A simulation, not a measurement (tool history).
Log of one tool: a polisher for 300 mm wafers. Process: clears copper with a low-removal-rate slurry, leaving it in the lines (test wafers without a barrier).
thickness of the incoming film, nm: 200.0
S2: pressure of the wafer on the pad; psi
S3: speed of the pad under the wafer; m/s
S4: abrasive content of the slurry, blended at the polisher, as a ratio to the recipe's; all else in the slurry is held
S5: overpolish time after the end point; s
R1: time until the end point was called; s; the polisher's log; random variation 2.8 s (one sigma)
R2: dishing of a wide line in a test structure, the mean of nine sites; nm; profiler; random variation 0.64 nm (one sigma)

run 1 day=0.000 | flow_of_slurry_(ml/min)=215 S2=2.2 S3=0.88 S4=1.0 S5=19 | R1=88.882 R2=31.539
run 2 day=0.275 | flow_of_slurry_(ml/min)=215 S2=2.2 S3=0.74 S4=1.0 S5=19 | R1=104.580 R2=27.901
run 3 day=0.633 | flow_of_slurry_(ml/min)=215 S2=2.2 S3=0.56 S4=1.0 S5=19 | R1=120.900 R2=23.324
run 4 day=0.958 | flow_of_slurry_(ml/min)=215 S2=2.0 S3=0.56 S4=1.0 S5=23 | R1=134.530 R2=25.566
run 5 day=1.025 | flow_of_slurry_(ml/min)=215 S2=2.0 S3=0.72 S4=1.0 S5=23 | R1=112.000 R2=29.155
run 6 day=1.208 | flow_of_slurry_(ml/min)=215 S2=2.0 S3=0.72 S4=1.0 S5=30 | R1=111.750 R2=35.293
run 7 day=1.233 | flow_of_slurry_(ml/min)=215 S2=1.7 S3=0.72 S4=1.0 S5=31 | R1=129.090 R2=32.524
run 8 day=1.458 | flow_of_slurry_(ml/min)=215 S2=1.1 S3=0.70 S4=1.0 S5=34 | R1=197.100 R2=23.433

The next listed run, before its measurement:
run 9 day=1.675 | flow_of_slurry_(ml/min)=215 S2=1.2 S3=0.70 S4=1.0 S5=34 | R1=? R2=?

{"run 9": {"R1": 186.88, "R2": 26.736}}

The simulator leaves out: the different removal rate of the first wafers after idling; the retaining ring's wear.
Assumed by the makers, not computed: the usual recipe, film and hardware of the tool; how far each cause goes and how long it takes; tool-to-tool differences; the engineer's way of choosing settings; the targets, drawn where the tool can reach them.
